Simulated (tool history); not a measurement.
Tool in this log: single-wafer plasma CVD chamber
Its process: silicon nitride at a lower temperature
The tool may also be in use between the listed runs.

| run | hour | heater temperature setpoint (K) | chamber pressure (Pa) | RF power (kW) | deposition time (s) | mean film thickness on the monitor wafer (nm) |
|---|---|---|---|---|---|---|
| 1 | 0 | 643.15 | 235 | 0.295 | 48.4 | 54.996 |
| 2 | 2.1 | 648.15 | 235 | 0.295 | 48.4 | 54.988 |
| 3 | 4.9 | 648.15 | 227 | 0.29 | 48.4 | 53.725 |
| 4 | 11.9 | 637.15 | 227 | 0.29 | 48.4 | 53.884 |
| 5 | 14.8 | 637.15 | 227 | 0.33 | 48.4 | 58.447 |
| 6 | 21.9 | 637.15 | 227 | 0.33 | 49.9 | 60.298 |
| 7 | 29.7 | 637.15 | 220 | 0.32 | 49.7 | 58.089 |

Run 8 comes next. What will it give?
| 8 | 34.1 | 637.15 | 220 | 0.32 | 49.7 | ? |

mean film thickness on the monitor wafer (nm): 58.376

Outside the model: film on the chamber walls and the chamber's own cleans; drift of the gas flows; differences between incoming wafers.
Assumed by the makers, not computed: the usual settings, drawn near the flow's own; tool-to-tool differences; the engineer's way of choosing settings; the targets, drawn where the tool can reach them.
